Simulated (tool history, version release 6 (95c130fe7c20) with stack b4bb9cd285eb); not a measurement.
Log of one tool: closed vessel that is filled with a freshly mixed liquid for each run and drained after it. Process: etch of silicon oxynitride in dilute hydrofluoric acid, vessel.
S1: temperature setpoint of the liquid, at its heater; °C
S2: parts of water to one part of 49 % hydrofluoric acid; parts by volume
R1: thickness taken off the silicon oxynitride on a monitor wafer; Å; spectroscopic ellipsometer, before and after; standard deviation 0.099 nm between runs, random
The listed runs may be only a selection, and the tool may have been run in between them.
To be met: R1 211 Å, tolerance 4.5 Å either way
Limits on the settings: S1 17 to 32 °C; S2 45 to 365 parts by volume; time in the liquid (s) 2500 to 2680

{"run": 1, "hour": 0.0, "S1": 24, "S2": 205, "time in the liquid (s)": 2500, "R1": 333.67}
{"run": 2, "hour": 7.2, "S1": 22.5, "S2": 210, "time in the liquid (s)": 2500, "R1": 301.55}
{"run": 3, "hour": 9.7, "S1": 21, "S2": 215, "time in the liquid (s)": 2500, "R1": 273.05}
{"run": 4, "hour": 12.2, "S1": 20, "S2": 220, "time in the liquid (s)": 2500, "R1": 254.66}
{"run": 5, "hour": 19.9, "S1": 20, "S2": 190, "time in the liquid (s)": 2500, "R1": 299.21}
{"run": 6, "hour": 28.4, "S1": 20, "S2": 160, "time in the liquid (s)": 2500, "R1": 366.76}
{"run": 7, "hour": 31.7, "S1": 19, "S2": 175, "time in the liquid (s)": 2500, "R1": 313.65}
{"run": 8, "hour": 36.5, "S1": 18.5, "S2": 190, "time in the liquid (s)": 2500, "R1": 281.32}
{"run": 9, "hour": 44.6, "S1": 17, "S2": 235, "time in the liquid (s)": 2500, "R1": 204.71}

Consider the 5 candidate settings below. Which is the only one whose results all fall within their allowed miss of target?
{"run": "A", "hour": 52.7, "S1": 17, "S2": 255, "time in the liquid (s)": 2620, "R1": "?"}
{"run": "B", "hour": 52.7, "S1": 17, "S2": 255, "time in the liquid (s)": 2635, "R1": "?"}
{"run": "C", "hour": 52.7, "S1": 18.5, "S2": 270, "time in the liquid (s)": 2620, "R1": "?"}
{"run": "D", "hour": 52.7, "S1": 17.5, "S2": 245, "time in the liquid (s)": 2600, "R1": "?"}
{"run": "E", "hour": 52.7, "S1": 17, "S2": 245, "time in the liquid (s)": 2500, "R1": "?"}

move=A R1=195.61
move=B R1=196.73
move=C R1=196.31
move=D R1=208
move=E R1=195.37
A: further off than the last run
B: further off than the last run
C: further off than the last run
D: in spec on every target
E: further off than the last run
The move that meets every target is D.
